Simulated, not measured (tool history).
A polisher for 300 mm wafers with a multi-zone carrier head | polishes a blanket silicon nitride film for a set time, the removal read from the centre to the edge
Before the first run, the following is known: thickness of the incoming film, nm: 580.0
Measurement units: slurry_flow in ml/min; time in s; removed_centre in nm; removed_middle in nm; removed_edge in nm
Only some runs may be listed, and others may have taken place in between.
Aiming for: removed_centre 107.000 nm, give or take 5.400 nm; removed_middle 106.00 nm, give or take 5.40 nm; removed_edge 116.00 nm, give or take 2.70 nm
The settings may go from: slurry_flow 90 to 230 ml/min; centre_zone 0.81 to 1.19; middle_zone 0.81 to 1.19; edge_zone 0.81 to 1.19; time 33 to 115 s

{"run": 1, "hour": 0.0, "slurry_flow": 150, "centre_zone": 1.0, "middle_zone": 1.0, "edge_zone": 1.0, "time": 73, "removed_centre": 139.8, "removed_middle": 141.6, "removed_edge": 147.2}
{"run": 2, "hour": 4.3, "slurry_flow": 150, "centre_zone": 1.08, "middle_zone": 1.0, "edge_zone": 1.0, "time": 73, "removed_centre": 149.41, "removed_middle": 138.91, "removed_edge": 145.72}
{"run": 3, "hour": 8.6, "slurry_flow": 125, "centre_zone": 1.08, "middle_zone": 1.0, "edge_zone": 1.0, "time": 73, "removed_centre": 138.79, "removed_middle": 133.71, "removed_edge": 141.38}
{"run": 4, "hour": 11.4, "slurry_flow": 125, "centre_zone": 1.01, "middle_zone": 1.0, "edge_zone": 1.0, "time": 73, "removed_centre": 133.25, "removed_middle": 131.92, "removed_edge": 140.44}
{"run": 5, "hour": 15.6, "slurry_flow": 120, "centre_zone": 1.0, "middle_zone": 0.99, "edge_zone": 0.98, "time": 72, "removed_centre": 127.75, "removed_middle": 129.96, "removed_edge": 137.35}
{"run": 6, "hour": 24.0, "slurry_flow": 115, "centre_zone": 1.0, "middle_zone": 0.98, "edge_zone": 0.97, "time": 71, "removed_centre": 121.71, "removed_middle": 123.11, "removed_edge": 133.27}
{"run": 7, "hour": 27.9, "slurry_flow": 115, "centre_zone": 1.0, "middle_zone": 0.97, "edge_zone": 0.95, "time": 70, "removed_centre": 121.24, "removed_middle": 122.53, "removed_edge": 130.39}
{"run": 8, "hour": 35.9, "slurry_flow": 110, "centre_zone": 1.0, "middle_zone": 0.96, "edge_zone": 0.94, "time": 69, "removed_centre": 116.12, "removed_middle": 116.12, "removed_edge": 125.94}
{"run": 9, "hour": 39.7, "slurry_flow": 110, "centre_zone": 1.0, "middle_zone": 0.95, "edge_zone": 0.93, "time": 69, "removed_centre": 117.67, "removed_middle": 114.58, "removed_edge": 126.12}
{"run": 10, "hour": 42.5, "slurry_flow": 105, "centre_zone": 1.0, "middle_zone": 0.95, "edge_zone": 0.92, "time": 69, "removed_centre": 113.54, "removed_middle": 114.45, "removed_edge": 124.58}
{"run": 11, "hour": 49.5, "slurry_flow": 95, "centre_zone": 1.0, "middle_zone": 0.89, "edge_zone": 0.84, "time": 67, "removed_centre": 105.15, "removed_middle": 102.77, "removed_edge": 112.12}

Of the 5 settings listed for the next run, only one would bring every result within its allowed miss of target. Which one?
{"run": "A", "hour": 56.5, "slurry_flow": 95, "centre_zone": 0.96, "middle_zone": 0.9, "edge_zone": 0.81, "time": 67, "removed_centre": "?", "removed_middle": "?", "removed_edge": "?"}
{"run": "B", "hour": 56.5, "slurry_flow": 110, "centre_zone": 0.95, "middle_zone": 0.89, "edge_zone": 0.83, "time": 67, "removed_centre": "?", "removed_middle": "?", "removed_edge": "?"}
{"run": "C", "hour": 56.5, "slurry_flow": 100, "centre_zone": 0.93, "middle_zone": 1.04, "edge_zone": 0.81, "time": 67, "removed_centre": "?", "removed_middle": "?", "removed_edge": "?"}
{"run": "D", "hour": 56.5, "slurry_flow": 105, "centre_zone": 0.86, "middle_zone": 0.98, "edge_zone": 0.81, "time": 65, "removed_centre": "?", "removed_middle": "?", "removed_edge": "?"}
{"run": "E", "hour": 56.5, "slurry_flow": 115, "centre_zone": 0.96, "middle_zone": 0.94, "edge_zone": 0.88, "time": 62, "removed_centre": "?", "removed_middle": "?", "removed_edge": "?"}

move=A removed_centre=101.420 removed_middle=100.87 removed_edge=111.74
move=B removed_centre=107.190 removed_middle=105.67 removed_edge=116.95
move=C removed_centre=100.720 removed_middle=116.24 removed_edge=112.93
move=D removed_centre=92.256 removed_middle=109.29 removed_edge=110.92
move=E removed_centre=102.140 removed_middle=103.93 removed_edge=112.13
A: the biggest miss grows against the last run
B: meets every target
C: the biggest miss grows against the last run
D: the biggest miss grows against the last run
E: about as far from the targets as the last run
Answer: B
